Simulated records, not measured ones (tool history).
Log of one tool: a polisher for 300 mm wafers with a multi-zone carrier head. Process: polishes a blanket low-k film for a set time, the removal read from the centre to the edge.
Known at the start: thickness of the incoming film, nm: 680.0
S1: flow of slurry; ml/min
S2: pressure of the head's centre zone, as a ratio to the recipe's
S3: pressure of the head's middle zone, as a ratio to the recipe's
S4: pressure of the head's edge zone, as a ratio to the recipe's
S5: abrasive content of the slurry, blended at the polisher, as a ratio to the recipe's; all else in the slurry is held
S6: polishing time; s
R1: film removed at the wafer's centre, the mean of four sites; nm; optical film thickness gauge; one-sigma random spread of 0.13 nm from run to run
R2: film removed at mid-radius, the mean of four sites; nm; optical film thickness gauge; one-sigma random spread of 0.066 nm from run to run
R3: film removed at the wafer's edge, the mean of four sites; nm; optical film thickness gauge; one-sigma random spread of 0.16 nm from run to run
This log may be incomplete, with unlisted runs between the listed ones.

{"run": 1, "hour": 0.0, "S1": 245, "S2": 1, "S3": 1, "S4": 1, "S5": 1, "S6": 32, "R1": 14.729, "R2": 13.73, "R3": 14.022}
{"run": 2, "hour": 1.0, "S1": 240, "S2": 0.99, "S3": 0.97, "S4": 0.99, "S5": 0.95, "S6": 32, "R1": 14.362, "R2": 13.248, "R3": 13.483}
{"run": 3, "hour": 4.5, "S1": 240, "S2": 0.99, "S3": 0.9, "S4": 0.99, "S5": 0.95, "S6": 32, "R1": 14.11, "R2": 12.315, "R3": 13.444}
{"run": 4, "hour": 5.3, "S1": 235, "S2": 0.99, "S3": 0.88, "S4": 0.99, "S5": 0.9, "S6": 32, "R1": 13.959, "R2": 11.857, "R3": 13.234}
{"run": 5, "hour": 9.4, "S1": 230, "S2": 0.98, "S3": 0.87, "S4": 0.98, "S5": 0.85, "S6": 32, "R1": 13.15, "R2": 11.486, "R3": 13.09}
{"run": 6, "hour": 11.9, "S1": 230, "S2": 0.99, "S3": 0.86, "S4": 0.96, "S5": 0.8, "S6": 32, "R1": 13.126, "R2": 11.001, "R3": 12.795}
{"run": 7, "hour": 16.2, "S1": 230, "S2": 0.99, "S3": 0.86, "S4": 0.94, "S5": 0.75, "S6": 32, "R1": 13.002, "R2": 10.94, "R3": 12.188}
{"run": 8, "hour": 23.0, "S1": 225, "S2": 0.99, "S3": 0.85, "S4": 0.93, "S5": 0.75, "S6": 32, "R1": 12.785, "R2": 10.595, "R3": 12.046}
{"run": 9, "hour": 26.0, "S1": 215, "S2": 0.98, "S3": 0.84, "S4": 0.92, "S5": 0.75, "S6": 32, "R1": 12.541, "R2": 10.44, "R3": 11.76}
{"run": 10, "hour": 34.8, "S1": 205, "S2": 0.98, "S3": 0.84, "S4": 0.92, "S5": 0.75, "S6": 32, "R1": 12.616, "R2": 10.527, "R3": 11.529}
{"hour": 40.2, "done": "centre zone pressure recalibrated"}
{"run": 11, "hour": 40.2, "S1": 205, "S2": 0.98, "S3": 0.83, "S4": 0.92, "S5": 0.75, "S6": 32, "R1": 11.814, "R2": 10.364, "R3": 11.982}

Forecast run 12:
{"run": 12, "hour": 44.2, "S1": 205, "S2": 0.98, "S3": 0.83, "S4": 0.91, "S5": 0.75, "S6": 32, "R1": "?", "R2": "?", "R3": "?"}

Logged for run 12: R1 11.983 nm, R2 10.345 nm, R3 11.957 nm.

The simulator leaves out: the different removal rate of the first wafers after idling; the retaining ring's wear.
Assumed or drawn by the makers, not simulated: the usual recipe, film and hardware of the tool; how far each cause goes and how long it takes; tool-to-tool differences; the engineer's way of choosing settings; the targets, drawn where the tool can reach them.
